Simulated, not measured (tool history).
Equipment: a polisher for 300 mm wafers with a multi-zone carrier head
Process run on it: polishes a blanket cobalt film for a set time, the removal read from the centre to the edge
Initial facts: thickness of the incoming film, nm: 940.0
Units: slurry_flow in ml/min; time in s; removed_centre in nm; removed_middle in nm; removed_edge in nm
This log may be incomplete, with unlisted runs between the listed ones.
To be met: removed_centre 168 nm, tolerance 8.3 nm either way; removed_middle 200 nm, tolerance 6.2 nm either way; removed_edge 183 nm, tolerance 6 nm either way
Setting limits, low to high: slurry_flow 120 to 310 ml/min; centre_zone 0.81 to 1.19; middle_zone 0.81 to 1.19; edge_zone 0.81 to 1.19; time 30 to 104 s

{"run": 1, "day": 0.0, "slurry_flow": 200, "centre_zone": 1, "middle_zone": 1, "edge_zone": 1, "time": 67, "removed_centre": 278.56, "removed_middle": 283.81, "removed_edge": 279.11}
{"run": 2, "day": 0.321, "slurry_flow": 190, "centre_zone": 0.95, "middle_zone": 1, "edge_zone": 0.96, "time": 59, "removed_centre": 233.73, "removed_middle": 247.12, "removed_edge": 240.92}
{"run": 3, "day": 0.533, "slurry_flow": 160, "centre_zone": 0.95, "middle_zone": 1, "edge_zone": 0.96, "time": 59, "removed_centre": 226.48, "removed_middle": 237.22, "removed_edge": 237.06}
{"run": 4, "day": 0.562, "slurry_flow": 190, "centre_zone": 0.95, "middle_zone": 1, "edge_zone": 0.96, "time": 59, "removed_centre": 233.08, "removed_middle": 247.51, "removed_edge": 241.8}
{"run": 5, "day": 0.725, "slurry_flow": 190, "centre_zone": 0.95, "middle_zone": 1, "edge_zone": 0.96, "time": 52, "removed_centre": 201.94, "removed_middle": 218.24, "removed_edge": 213.69}
{"run": 6, "day": 0.962, "slurry_flow": 190, "centre_zone": 0.95, "middle_zone": 1, "edge_zone": 0.9, "time": 52, "removed_centre": 207.78, "removed_middle": 220.49, "removed_edge": 206.11}
{"run": 7, "day": 1.021, "slurry_flow": 190, "centre_zone": 0.95, "middle_zone": 1, "edge_zone": 0.9, "time": 52, "removed_centre": 205.8, "removed_middle": 216.94, "removed_edge": 207.83}
{"run": 8, "day": 1.283, "slurry_flow": 185, "centre_zone": 0.92, "middle_zone": 1.01, "edge_zone": 0.88, "time": 50, "removed_centre": 187.78, "removed_middle": 208.01, "removed_edge": 200.61}
{"run": 9, "day": 1.412, "slurry_flow": 180, "centre_zone": 0.92, "middle_zone": 1.03, "edge_zone": 0.86, "time": 49, "removed_centre": 184.66, "removed_middle": 210.59, "removed_edge": 191.4}
{"run": 10, "day": 1.775, "slurry_flow": 170, "centre_zone": 0.91, "middle_zone": 1.03, "edge_zone": 0.85, "time": 49, "removed_centre": 180.89, "removed_middle": 212.02, "removed_edge": 188.42}
{"run": 11, "day": 2.079, "slurry_flow": 150, "centre_zone": 0.86, "middle_zone": 0.98, "edge_zone": 0.85, "time": 48, "removed_centre": 162.4, "removed_middle": 191.91, "removed_edge": 182.98}

Which one of the following 5 next-run settings gets every result inside its allowed miss? There is exactly one.
{"run": "A", "day": 2.383, "slurry_flow": 165, "centre_zone": 0.87, "middle_zone": 0.96, "edge_zone": 0.83, "time": 46, "removed_centre": "?", "removed_middle": "?", "removed_edge": "?"}
{"run": "B", "day": 2.383, "slurry_flow": 145, "centre_zone": 0.88, "middle_zone": 1.03, "edge_zone": 0.83, "time": 49, "removed_centre": "?", "removed_middle": "?", "removed_edge": "?"}
{"run": "C", "day": 2.383, "slurry_flow": 175, "centre_zone": 0.85, "middle_zone": 0.97, "edge_zone": 0.94, "time": 45, "removed_centre": "?", "removed_middle": "?", "removed_edge": "?"}
{"run": "D", "day": 2.383, "slurry_flow": 185, "centre_zone": 0.88, "middle_zone": 0.9, "edge_zone": 0.89, "time": 47, "removed_centre": "?", "removed_middle": "?", "removed_edge": "?"}
{"run": "E", "day": 2.383, "slurry_flow": 180, "centre_zone": 0.96, "middle_zone": 1, "edge_zone": 0.83, "time": 48, "removed_centre": "?", "removed_middle": "?", "removed_edge": "?"}

move=A removed_centre=163.66 removed_middle=183.19 removed_edge=178.25
move=B removed_centre=172.2 removed_middle=202.61 removed_edge=186.73
move=C removed_centre=158.01 removed_middle=182.44 removed_edge=182.06
move=D removed_centre=172.41 removed_middle=180.46 removed_edge=188.37
move=E removed_centre=191.5 removed_middle=200.41 removed_edge=187.74
A: moves away from the targets compared with the last run
B: every result within its allowed miss
C: moves away from the targets compared with the last run
D: moves away from the targets compared with the last run
E: gets the furthest-off result to its target, but another result is out of tolerance
Go with B: it meets all targets.

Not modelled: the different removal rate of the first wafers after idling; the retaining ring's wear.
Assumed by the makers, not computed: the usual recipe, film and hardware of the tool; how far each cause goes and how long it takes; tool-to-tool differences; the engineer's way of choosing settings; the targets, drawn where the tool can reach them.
